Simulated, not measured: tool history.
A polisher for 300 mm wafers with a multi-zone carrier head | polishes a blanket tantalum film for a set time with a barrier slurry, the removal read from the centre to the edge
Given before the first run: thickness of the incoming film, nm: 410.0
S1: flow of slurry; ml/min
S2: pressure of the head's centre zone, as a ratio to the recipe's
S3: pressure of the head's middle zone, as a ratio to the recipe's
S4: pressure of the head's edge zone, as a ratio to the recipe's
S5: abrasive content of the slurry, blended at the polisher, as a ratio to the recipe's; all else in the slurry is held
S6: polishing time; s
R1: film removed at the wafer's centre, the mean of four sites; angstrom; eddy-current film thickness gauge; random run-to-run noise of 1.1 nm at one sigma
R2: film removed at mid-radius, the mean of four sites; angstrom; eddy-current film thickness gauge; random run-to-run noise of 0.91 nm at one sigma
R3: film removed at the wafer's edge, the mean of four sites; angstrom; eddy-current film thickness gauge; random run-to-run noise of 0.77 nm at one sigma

run  hour   S1    S2    S3    S4    S5  S6      R1      R2      R3
  1     0  225     1     1     1     1  39  599.16  597.72  595.78
  2   8.5  235  1.03  1.05     1  1.05  39  626.03  633.24  600.79
  3  10.6  240  1.05  1.08     1   1.1  39  651.78  652.57  614.46
  4  12.9  240  1.05  1.08     1   1.1  45  751.76  756.35  710.24
  5  17.3  240  1.05  1.08     1   0.9  45  738.26  724.78  652.75
  6  20.4  240  1.05   1.1  0.99   0.9  45  728.53  723.83  676.17

What will run 7 give?
  7  27.8  270  1.06  1.12   1  0.85  44   ?   ?   ?

Logged for run 7: R1 695.39 angstrom, R2 727.68 angstrom, R3 662.95 angstrom.
